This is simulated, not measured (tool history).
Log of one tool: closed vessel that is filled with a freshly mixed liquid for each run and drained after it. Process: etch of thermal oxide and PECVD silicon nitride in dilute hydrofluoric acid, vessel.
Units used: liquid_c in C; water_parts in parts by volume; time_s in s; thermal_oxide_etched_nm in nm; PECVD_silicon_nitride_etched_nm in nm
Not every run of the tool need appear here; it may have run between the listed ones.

run,hour,liquid_c,water_parts,time_s,thermal_oxide_etched_nm,PECVD_silicon_nitride_etched_nm
1,0,25,70,220,14.163,6.0667
2,5.6,24.5,70,220,14.006,5.8618
3,10.2,24,75,220,12.677,5.3393
4,18.9,24,75,160,9.2089,3.8574
5,26.4,24,55,160,12.879,5.2359
6,27.4,24,55,220,17.703,7.2271

The next listed run, before its measurement:
7,29.4,21,85,230,?,?

thermal_oxide_etched_nm: 10.179 nm
PECVD_silicon_nitride_etched_nm: 4.0275 nm
